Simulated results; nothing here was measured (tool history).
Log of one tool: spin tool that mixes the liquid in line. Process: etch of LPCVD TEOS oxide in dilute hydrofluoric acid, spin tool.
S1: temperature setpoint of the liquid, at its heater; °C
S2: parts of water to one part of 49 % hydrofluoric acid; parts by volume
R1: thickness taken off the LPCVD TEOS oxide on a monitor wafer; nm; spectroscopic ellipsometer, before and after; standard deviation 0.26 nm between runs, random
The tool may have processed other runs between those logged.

run 1 day=0.000 | S1=25.0 S2=50 time_under_the_liquid_(s)=45 | R1=22.272
run 2 day=0.058 | S1=26.5 S2=50 time_under_the_liquid_(s)=45 | R1=23.343
run 3 day=0.329 | S1=28.0 S2=50 time_under_the_liquid_(s)=45 | R1=25.315
run 4 day=0.642 | S1=29.0 S2=50 time_under_the_liquid_(s)=45 | R1=25.836
run 5 day=0.767 | S1=30.0 S2=50 time_under_the_liquid_(s)=45 | R1=27.430
run 6 day=0.900 | S1=30.5 S2=50 time_under_the_liquid_(s)=45 | R1=27.999
run 7 day=0.962 | S1=31.0 S2=50 time_under_the_liquid_(s)=45 | R1=28.644

What does the tool deliver on the next run?
run 8 day=1.150 | S1=31.5 S2=50 time_under_the_liquid_(s)=45 | R1=?

{"run 8": {"R1": 28.514}}
